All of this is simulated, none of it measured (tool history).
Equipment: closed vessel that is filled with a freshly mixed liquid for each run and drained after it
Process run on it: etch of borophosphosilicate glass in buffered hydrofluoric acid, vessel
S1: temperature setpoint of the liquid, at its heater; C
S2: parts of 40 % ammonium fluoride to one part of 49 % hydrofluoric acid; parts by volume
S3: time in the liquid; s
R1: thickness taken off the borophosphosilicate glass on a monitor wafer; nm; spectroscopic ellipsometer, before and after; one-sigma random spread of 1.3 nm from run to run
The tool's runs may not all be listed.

Run 1, hour 0: S1 21 C, S2 23.5 parts by volume, S3 95 s. Result: R1 63.808 nm.
Run 2, hour 5.6: S1 21 C, S2 23.5 parts by volume, S3 100 s. Result: R1 67.31 nm.
Run 3, hour 6.7: S1 21 C, S2 21 parts by volume, S3 100 s. Result: R1 72.024 nm.
Run 4, hour 13: S1 22.5 C, S2 18.5 parts by volume, S3 100 s. Result: R1 87.185 nm.
Run 5, hour 15.2: S1 24 C, S2 17 parts by volume, S3 100 s. Result: R1 101.87 nm.
Run 6, hour 16.6: S1 24 C, S2 17 parts by volume, S3 95 s. Result: R1 96.516 nm.

Predict the results of run 7:
Run 7, hour 19.6: S1 25 C, S2 16 parts by volume, S3 95 s. Result: R1 ?.

Run 7 measured R1 105.84 nm.
